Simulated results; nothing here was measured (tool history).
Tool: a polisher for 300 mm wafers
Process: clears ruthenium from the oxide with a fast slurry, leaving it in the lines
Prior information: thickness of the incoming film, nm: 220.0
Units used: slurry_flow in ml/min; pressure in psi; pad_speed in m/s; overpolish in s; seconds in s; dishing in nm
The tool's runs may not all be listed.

run	hour	slurry_flow	pressure	pad_speed	slurry_solids	overpolish	seconds	dishing
1	0.0	320	3.1	1.28	1.0	14	36.180	57.813
2	1.7	320	3.1	1.28	1.0	10	36.539	44.641
3	8.2	320	3.1	1.14	1.0	10	40.292	42.470
4	11.9	320	3.3	1.14	1.0	13	39.272	53.189
5	19.5	320	3.3	1.14	1.0	18	38.727	66.233
6	20.4	320	2.6	1.14	1.0	18	45.643	58.593
7	26.5	320	3.0	1.14	1.0	18	41.597	62.333
8	33.3	320	3.3	1.14	1.0	18	38.477	65.564
9	40.5	320	3.5	1.14	1.0	19	36.677	66.610
10	41.4	320	3.6	1.16	1.0	20	35.646	72.463

What will run 11 give?
11	44.0	320	3.7	1.16	1.0	21	?	?

{"run 11": {"seconds": 34.498, "dishing": 74.5}}
